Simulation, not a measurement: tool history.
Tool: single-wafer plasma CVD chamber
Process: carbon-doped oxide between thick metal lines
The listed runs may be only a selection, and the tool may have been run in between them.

run  hour  heater temperature setpoint (K)  chamber pressure (mTorr)  RF power (kW)  deposition time (s)  mean film thickness on the monitor wafer (nm)
  1   0.0                           608.15                      4720          0.665                   86                                         519.39
  2   2.3                           606.15                      4830          0.665                   86                                         524.88
  3  10.1                           604.15                      4920          0.665                   86                                         533.80
  4  12.4                           613.15                      4920          0.665                   86                                         514.85
  5  17.7                           611.15                      5010          0.665                   86                                         516.99
  6  22.7                           611.15                      5010          0.605                   86                                         490.55
  7  23.6                           608.15                      5170          0.610                   86                                         499.19

Run 8 comes next. What will it give?
  8  30.1                           605.15                      5310          0.615                   86                                              ?

Run 8 produced mean film thickness on the monitor wafer (nm) 508.90.
